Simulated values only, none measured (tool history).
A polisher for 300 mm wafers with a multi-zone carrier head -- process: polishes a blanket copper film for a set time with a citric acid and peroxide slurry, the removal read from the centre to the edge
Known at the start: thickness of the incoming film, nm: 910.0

| run | hour | flow of slurry (ml/min) | pressure of the head's centre zone | pressure of the head's middle zone | pressure of the head's edge zone | abrasive content of the slurry | polishing time (s) | film removed at the wafer's centre (nm) | film removed at mid-radius (nm) | film removed at the wafer's edge (nm) |
|---|---|---|---|---|---|---|---|---|---|---|
| 1 | 0 | 290 | 1 | 1 | 1 | 1 | 34 | 117.45 | 111.87 | 115.35 |
| 2 | 4.1 | 290 | 0.93 | 1 | 1 | 1 | 34 | 107.83 | 113.71 | 118.81 |
| 3 | 7.5 | 290 | 0.93 | 1 | 1.05 | 1 | 34 | 107.39 | 112.08 | 118.82 |
| 4 | 9.6 | 295 | 0.95 | 1.03 | 1.05 | 1.15 | 35 | 117.46 | 124.04 | 127.58 |
| 5 | 11.1 | 345 | 0.95 | 1.03 | 1.05 | 1.15 | 35 | 119.74 | 127.38 | 128.92 |
| 6 | 17.2 | 345 | 0.97 | 1.05 | 1.06 | 1.25 | 35 | 125.9 | 131.15 | 133.35 |
| 7 | 23.5 | 355 | 0.99 | 1.08 | 1.07 | 1.3 | 35 | 128.43 | 133.5 | 135.68 |
| 8 | 31.4 | 355 | 0.99 | 1.08 | 1.07 | 1.3 | 35 | 127.82 | 134.23 | 134.34 |
| 9 | 37.1 | 365 | 1.01 | 1.1 | 1.07 | 1.35 | 36 | 137.49 | 141.54 | 136.04 |
| 10 | 39 | 355 | 1.02 | 1.15 | 1.15 | 1.5 | 38 | 151.07 | 158.5 | 156.1 |
| 11 | 41 | 355 | 1.02 | 1.15 | 1.14 | 1.5 | 38 | 150.93 | 159.54 | 155.12 |

Run 12 has not been measured yet. What should we expect?
| 12 | 42 | 355 | 1.02 | 1.15 | 1.13 | 1.5 | 38 | ? | ? | ? |

Run 12 measured film removed at the wafer's centre (nm) 150.44, film removed at mid-radius (nm) 158.82, film removed at the wafer's edge (nm) 155.9.
